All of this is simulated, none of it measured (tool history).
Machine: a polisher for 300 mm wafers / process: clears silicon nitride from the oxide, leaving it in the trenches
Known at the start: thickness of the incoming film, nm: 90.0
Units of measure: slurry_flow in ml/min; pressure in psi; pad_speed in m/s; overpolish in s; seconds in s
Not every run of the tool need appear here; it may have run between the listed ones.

run	hour	slurry_flow	pressure	pad_speed	overpolish	seconds
1	0.0	250	2.7	1.22	17	89.263
2	1.5	250	2.7	1.42	17	78.700
3	6.6	210	2.7	1.42	17	79.952
4	15.2	210	2.7	1.42	19	80.452
# hour 20.2: head pressure recalibrated
5	20.2	210	2.7	1.26	19	80.045
6	21.3	205	3.1	1.30	19	68.253
7	29.7	205	3.3	1.32	19	63.050
8	31.4	205	3.5	1.34	19	58.546
9	33.4	205	3.6	1.34	19	55.776
10	41.1	205	3.7	1.34	19	55.515

The next listed run, before its measurement:
11	41.8	205	3.8	1.36	19	?

seconds: 51.920 s

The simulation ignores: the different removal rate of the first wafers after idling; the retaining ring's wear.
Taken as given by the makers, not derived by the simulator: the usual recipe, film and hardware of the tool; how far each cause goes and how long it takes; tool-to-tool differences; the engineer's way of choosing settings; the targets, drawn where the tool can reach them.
